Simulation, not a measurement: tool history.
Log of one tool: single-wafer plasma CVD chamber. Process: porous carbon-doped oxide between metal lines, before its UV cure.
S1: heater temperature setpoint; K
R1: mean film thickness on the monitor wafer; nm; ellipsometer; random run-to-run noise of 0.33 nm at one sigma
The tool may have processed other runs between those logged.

run 1 day=0.000 | S1=588.15 RF_power_(W)=650 deposition_time_(s)=15.8 | R1=101.430
run 2 day=0.083 | S1=588.15 RF_power_(W)=705 deposition_time_(s)=15.8 | R1=106.790
run 3 day=0.204 | S1=595.15 RF_power_(W)=635 deposition_time_(s)=15.8 | R1=95.862
run 4 day=0.429 | S1=600.15 RF_power_(W)=595 deposition_time_(s)=15.8 | R1=91.010
run 5 day=0.671 | S1=600.15 RF_power_(W)=540 deposition_time_(s)=15.8 | R1=85.741
run 6 day=0.983 | S1=600.15 RF_power_(W)=610 deposition_time_(s)=15.8 | R1=91.802
run 7 day=1.046 | S1=603.15 RF_power_(W)=575 deposition_time_(s)=15.8 | R1=87.104

Predict the results of run 8:
run 8 day=1.396 | S1=605.15 RF_power_(W)=555 deposition_time_(s)=15.8 | R1=?

R1: 85.789 nm
